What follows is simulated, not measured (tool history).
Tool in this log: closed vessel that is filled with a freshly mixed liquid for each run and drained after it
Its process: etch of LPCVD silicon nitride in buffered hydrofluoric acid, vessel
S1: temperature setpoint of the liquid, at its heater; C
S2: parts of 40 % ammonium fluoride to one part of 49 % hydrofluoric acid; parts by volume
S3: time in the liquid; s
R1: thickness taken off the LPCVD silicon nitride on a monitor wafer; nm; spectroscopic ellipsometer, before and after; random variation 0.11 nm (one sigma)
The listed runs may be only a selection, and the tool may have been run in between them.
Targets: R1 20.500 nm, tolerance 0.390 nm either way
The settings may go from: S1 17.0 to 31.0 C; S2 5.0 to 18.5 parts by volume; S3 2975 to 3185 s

{"run": 1, "hour": 0.0, "S1": 23.0, "S2": 11.5, "S3": 2975, "R1": 32.067}
{"run": 2, "hour": 8.1, "S1": 21.5, "S2": 12.0, "S3": 2975, "R1": 28.208}
{"run": 3, "hour": 14.6, "S1": 20.0, "S2": 12.0, "S3": 2975, "R1": 25.803}
{"run": 4, "hour": 20.4, "S1": 20.0, "S2": 12.0, "S3": 2975, "R1": 25.543}
{"run": 5, "hour": 23.1, "S1": 19.0, "S2": 12.0, "S3": 2975, "R1": 24.106}
{"run": 6, "hour": 23.8, "S1": 18.5, "S2": 12.0, "S3": 2975, "R1": 23.606}
{"run": 7, "hour": 30.2, "S1": 18.0, "S2": 12.0, "S3": 2975, "R1": 22.868}
{"run": 8, "hour": 34.0, "S1": 17.5, "S2": 12.0, "S3": 2975, "R1": 22.314}
{"run": 9, "hour": 36.3, "S1": 17.0, "S2": 12.5, "S3": 2975, "R1": 20.914}

Of the 5 settings listed for the next run, only one would bring every result within its allowed miss of target. Which one?
{"run": "A", "hour": 38.6, "S1": 17.0, "S2": 13.0, "S3": 3175, "R1": "?"}
{"run": "B", "hour": 38.6, "S1": 17.0, "S2": 13.0, "S3": 3155, "R1": "?"}
{"run": "C", "hour": 38.6, "S1": 17.0, "S2": 13.5, "S3": 3120, "R1": "?"}
{"run": "D", "hour": 38.6, "S1": 17.0, "S2": 12.0, "S3": 3030, "R1": "?"}
{"run": "E", "hour": 38.6, "S1": 17.0, "S2": 12.0, "S3": 2975, "R1": "?"}

move=A R1=21.566
move=B R1=21.430
move=C R1=20.422
move=D R1=22.260
move=E R1=21.856
A: lands further from the targets than the last run did
B: lands further from the targets than the last run did
C: every result within its allowed miss
D: lands further from the targets than the last run did
E: lands further from the targets than the last run did
So the answer is move C, the one that meets all the targets.

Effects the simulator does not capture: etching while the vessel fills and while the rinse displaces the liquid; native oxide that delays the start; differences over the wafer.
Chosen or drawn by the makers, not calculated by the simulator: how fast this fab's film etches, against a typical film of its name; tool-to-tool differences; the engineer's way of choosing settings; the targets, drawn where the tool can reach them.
